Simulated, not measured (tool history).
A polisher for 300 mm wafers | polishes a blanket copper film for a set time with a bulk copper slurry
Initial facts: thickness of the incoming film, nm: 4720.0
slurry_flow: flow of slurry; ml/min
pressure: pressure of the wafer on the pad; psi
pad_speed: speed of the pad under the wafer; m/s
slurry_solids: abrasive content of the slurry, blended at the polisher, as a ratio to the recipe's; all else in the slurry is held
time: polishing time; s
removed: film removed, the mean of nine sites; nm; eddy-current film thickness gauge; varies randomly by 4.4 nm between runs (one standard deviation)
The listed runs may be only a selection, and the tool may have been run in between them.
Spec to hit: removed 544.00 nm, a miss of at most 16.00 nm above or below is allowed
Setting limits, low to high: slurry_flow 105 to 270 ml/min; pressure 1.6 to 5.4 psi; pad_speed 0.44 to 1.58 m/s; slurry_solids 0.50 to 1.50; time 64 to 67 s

Run 1, hour 0.0: slurry_flow 175 ml/min, pressure 3.5 psi, pad_speed 1.00 m/s, slurry_solids 1.00, time 64 s. Result: removed 825.86 nm.
Run 2, hour 2.5: slurry_flow 175 ml/min, pressure 3.4 psi, pad_speed 1.00 m/s, slurry_solids 1.00, time 64 s. Result: removed 807.19 nm.
Run 3, hour 4.8: slurry_flow 175 ml/min, pressure 3.3 psi, pad_speed 1.00 m/s, slurry_solids 1.00, time 64 s. Result: removed 780.79 nm.
Run 4, hour 13.2: slurry_flow 175 ml/min, pressure 3.3 psi, pad_speed 1.00 m/s, slurry_solids 1.00, time 67 s. Result: removed 816.99 nm.
Run 5, hour 16.0: slurry_flow 175 ml/min, pressure 3.3 psi, pad_speed 0.86 m/s, slurry_solids 1.00, time 67 s. Result: removed 711.95 nm.
Run 6, hour 23.8: slurry_flow 175 ml/min, pressure 3.2 psi, pad_speed 0.86 m/s, slurry_solids 1.00, time 67 s. Result: removed 696.85 nm.
Run 7, hour 30.0: slurry_flow 175 ml/min, pressure 3.1 psi, pad_speed 0.86 m/s, slurry_solids 1.00, time 67 s. Result: removed 668.25 nm.
Run 8, hour 33.4: slurry_flow 175 ml/min, pressure 3.0 psi, pad_speed 0.86 m/s, slurry_solids 1.00, time 67 s. Result: removed 647.75 nm.
Run 9, hour 35.6: slurry_flow 175 ml/min, pressure 2.9 psi, pad_speed 0.86 m/s, slurry_solids 1.00, time 67 s. Result: removed 627.94 nm.
Run 10, hour 39.1: slurry_flow 165 ml/min, pressure 2.7 psi, pad_speed 0.86 m/s, slurry_solids 1.00, time 67 s. Result: removed 581.87 nm.
Run 11, hour 40.1: slurry_flow 165 ml/min, pressure 2.7 psi, pad_speed 0.86 m/s, slurry_solids 1.00, time 67 s. Result: removed 582.60 nm.
Run 12, hour 46.1: slurry_flow 160 ml/min, pressure 2.7 psi, pad_speed 0.86 m/s, slurry_solids 1.00, time 67 s. Result: removed 579.53 nm.

Exactly one of the 4 candidate moves below puts every result within its allowed miss. Which one?
Run A, hour 52.1: slurry_flow 105 ml/min, pressure 2.8 psi, pad_speed 1.10 m/s, slurry_solids 0.75, time 66 s. Result: removed ?.
Run B, hour 52.1: slurry_flow 165 ml/min, pressure 2.5 psi, pad_speed 1.02 m/s, slurry_solids 1.20, time 65 s. Result: removed ?.
Run C, hour 52.1: slurry_flow 180 ml/min, pressure 2.6 psi, pad_speed 0.88 m/s, slurry_solids 0.95, time 64 s. Result: removed ?.
Run D, hour 52.1: slurry_flow 180 ml/min, pressure 2.3 psi, pad_speed 1.06 m/s, slurry_solids 1.00, time 67 s. Result: removed ?.

move  removed
   A   647.66
   B   648.69
   C   559.87
   D   627.70
A: further off than the last run
B: further off than the last run
C: in spec on every target
D: further off than the last run
Answer: C
